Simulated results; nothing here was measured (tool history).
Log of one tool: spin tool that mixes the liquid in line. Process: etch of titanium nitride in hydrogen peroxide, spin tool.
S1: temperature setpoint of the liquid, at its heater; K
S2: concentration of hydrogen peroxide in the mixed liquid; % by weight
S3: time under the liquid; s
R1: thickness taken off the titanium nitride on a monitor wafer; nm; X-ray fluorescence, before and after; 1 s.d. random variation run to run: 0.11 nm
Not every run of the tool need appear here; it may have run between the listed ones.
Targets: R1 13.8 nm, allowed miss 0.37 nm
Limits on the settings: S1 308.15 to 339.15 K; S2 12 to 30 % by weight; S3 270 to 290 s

run	day	S1	S2	S3	R1
1	0	324.15	21.5	270	21.217
2	0.342	323.15	21.5	270	19.855
3	0.471	322.15	21.5	270	18.899
4	0.688	321.15	21.5	270	17.26
5	1.042	321.15	17	270	16.564
6	1.354	321.15	17	290	17.931
7	1.492	320.65	17	290	17.184
8	1.75	320.15	17	290	16.398
9	1.908	319.65	17	290	15.855
10	2.025	319.15	17	290	15.152
11	2.275	318.65	17	290	14.901
12	2.371	318.15	17	290	14.275

Pick the move, out of 4, that brings all results within their allowed miss; only one does.
A	2.467	319.15	18.5	270	?
B	2.467	319.65	18.5	270	?
C	2.467	318.65	15	290	?
D	2.467	318.15	15	290	?

move	R1
A	14.494
B	15.04
C	14.349
D	13.825
A: its largest miss is bigger than the last run's
B: its largest miss is bigger than the last run's
C: its largest miss is bigger than the last run's
D: each result inside its tolerance
Answer: D

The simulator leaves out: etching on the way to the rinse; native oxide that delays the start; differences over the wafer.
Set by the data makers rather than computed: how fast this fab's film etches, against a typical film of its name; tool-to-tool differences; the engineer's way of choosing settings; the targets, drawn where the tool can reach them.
